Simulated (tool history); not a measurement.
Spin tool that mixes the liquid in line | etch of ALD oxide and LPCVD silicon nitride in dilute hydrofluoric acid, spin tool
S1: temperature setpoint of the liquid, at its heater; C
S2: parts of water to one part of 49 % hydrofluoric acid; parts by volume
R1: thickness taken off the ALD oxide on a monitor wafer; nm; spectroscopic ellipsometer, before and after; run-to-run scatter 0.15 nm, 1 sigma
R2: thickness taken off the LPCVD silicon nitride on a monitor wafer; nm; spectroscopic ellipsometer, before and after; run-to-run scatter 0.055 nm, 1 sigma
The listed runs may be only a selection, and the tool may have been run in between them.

run 1 hour=0.0 | S1=26.0 S2=50 time_under_the_liquid_(s)=90 | R1=22.342 R2=1.06110
run 2 hour=6.3 | S1=26.0 S2=50 time_under_the_liquid_(s)=115 | R1=28.452 R2=1.33050
run 3 hour=10.1 | S1=26.0 S2=50 time_under_the_liquid_(s)=80 | R1=19.651 R2=0.94963
run 4 hour=14.9 | S1=29.5 S2=50 time_under_the_liquid_(s)=80 | R1=22.703 R2=1.20070
run 5 hour=20.2 | S1=30.0 S2=45 time_under_the_liquid_(s)=80 | R1=25.857 R2=1.36580
run 6 hour=27.5 | S1=30.0 S2=30 time_under_the_liquid_(s)=80 | R1=39.979 R2=1.98880
run 7 hour=34.3 | S1=30.5 S2=30 time_under_the_liquid_(s)=80 | R1=40.572 R2=2.05450
run 8 hour=40.3 | S1=31.0 S2=30 time_under_the_liquid_(s)=80 | R1=41.416 R2=2.11260

Run 9 comes next. What will it give?
run 9 hour=45.5 | S1=31.5 S2=30 time_under_the_liquid_(s)=80 | R1=? R2=?

R1: 42.465 nm
R2: 2.19900 nm

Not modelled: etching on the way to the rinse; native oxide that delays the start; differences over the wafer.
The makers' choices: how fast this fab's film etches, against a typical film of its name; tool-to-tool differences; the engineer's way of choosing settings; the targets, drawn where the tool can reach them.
